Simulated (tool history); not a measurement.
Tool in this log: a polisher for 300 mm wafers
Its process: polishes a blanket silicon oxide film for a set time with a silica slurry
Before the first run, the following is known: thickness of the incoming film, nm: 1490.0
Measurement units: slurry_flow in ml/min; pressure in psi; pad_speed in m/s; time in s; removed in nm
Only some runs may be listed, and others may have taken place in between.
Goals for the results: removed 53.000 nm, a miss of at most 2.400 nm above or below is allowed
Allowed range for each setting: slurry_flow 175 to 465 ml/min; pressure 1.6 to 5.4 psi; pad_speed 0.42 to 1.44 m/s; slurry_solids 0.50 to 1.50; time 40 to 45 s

run	hour	slurry_flow	pressure	pad_speed	slurry_solids	time	removed
1	0.0	295	3.5	0.92	1.00	45	105.970
2	2.2	295	3.5	0.92	1.15	45	119.480
3	4.3	295	3.5	1.06	1.15	45	132.590
4	9.2	265	3.5	1.06	1.15	45	128.020
5	15.6	255	2.9	0.96	1.15	45	100.810
6	21.8	255	2.9	0.80	1.15	45	84.972
7	23.4	250	2.5	0.78	1.15	45	73.042
8	24.3	250	2.2	0.76	1.15	45	63.109
9	32.5	250	2.1	0.76	1.15	45	59.287
10	35.9	250	2.1	0.76	1.15	45	59.476
11	38.3	250	2.0	0.76	1.15	45	55.828

Pick the move, out of 4, that brings all results within their allowed miss; only one does.
A	40.7	240	2.2	0.78	1.30	40	?
B	40.7	175	2.9	0.64	1.20	40	?
C	40.7	200	2.1	0.64	1.20	45	?
D	40.7	225	1.9	0.82	1.20	45	?

move	removed
A	59.834
B	60.899
C	51.473
D	58.085
A: misses by more than the last run did
B: misses by more than the last run did
C: every result lands within tolerance
D: misses by more than the last run did
Correct choice: C, which meets every target

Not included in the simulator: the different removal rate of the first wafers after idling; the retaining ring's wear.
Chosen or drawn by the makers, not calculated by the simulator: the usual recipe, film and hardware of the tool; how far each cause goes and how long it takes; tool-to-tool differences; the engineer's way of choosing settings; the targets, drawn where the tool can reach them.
